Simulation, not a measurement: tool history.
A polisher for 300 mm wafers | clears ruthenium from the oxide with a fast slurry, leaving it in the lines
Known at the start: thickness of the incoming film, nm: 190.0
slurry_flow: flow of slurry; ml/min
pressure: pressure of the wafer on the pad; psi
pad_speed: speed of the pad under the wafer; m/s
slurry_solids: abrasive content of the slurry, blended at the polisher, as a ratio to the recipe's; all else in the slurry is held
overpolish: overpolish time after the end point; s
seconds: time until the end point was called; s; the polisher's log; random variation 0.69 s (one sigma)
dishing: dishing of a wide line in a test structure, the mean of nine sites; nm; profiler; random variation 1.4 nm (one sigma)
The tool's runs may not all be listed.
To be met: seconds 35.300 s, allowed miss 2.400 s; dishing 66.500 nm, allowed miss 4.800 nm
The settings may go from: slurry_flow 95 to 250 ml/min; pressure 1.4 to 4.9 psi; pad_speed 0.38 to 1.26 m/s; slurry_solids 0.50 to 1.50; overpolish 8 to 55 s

run,hour,slurry_flow,pressure,pad_speed,slurry_solids,overpolish,seconds,dishing
1,0.0,160,3.1,0.82,1.00,28,47.076,82.697
2,8.0,160,2.7,0.82,1.00,28,52.359,73.559
3,9.6,160,3.1,0.84,1.00,23,45.586,70.867
4,15.4,185,3.1,0.84,1.00,23,45.321,73.467
5,17.2,185,3.3,0.86,1.00,20,41.852,67.070
6,24.4,185,3.3,0.86,1.00,25,42.431,81.338
7,25.0,185,3.5,0.88,1.00,22,37.616,77.339
8,32.8,185,3.6,0.88,1.00,20,37.546,73.173
9,35.2,185,3.7,0.88,1.00,19,36.303,74.923
10,39.1,185,3.7,0.88,1.00,18,36.288,72.323
11,46.6,185,3.8,0.88,1.00,14,35.866,58.708

Which of these 4 next moves meets every target?
A,54.1,220,4.3,0.88,0.75,13,?,?
B,54.1,200,3.3,0.94,1.15,16,?,?
C,54.1,170,4.9,0.74,0.75,14,?,?
D,54.1,185,4.0,0.82,0.95,14,?,?

move,seconds,dishing
A,37.837,54.692
B,36.408,67.664
C,40.110,55.456
D,38.117,57.985
A: further off than the last run
B: meets every target
C: further off than the last run
D: further off than the last run
Answer: B

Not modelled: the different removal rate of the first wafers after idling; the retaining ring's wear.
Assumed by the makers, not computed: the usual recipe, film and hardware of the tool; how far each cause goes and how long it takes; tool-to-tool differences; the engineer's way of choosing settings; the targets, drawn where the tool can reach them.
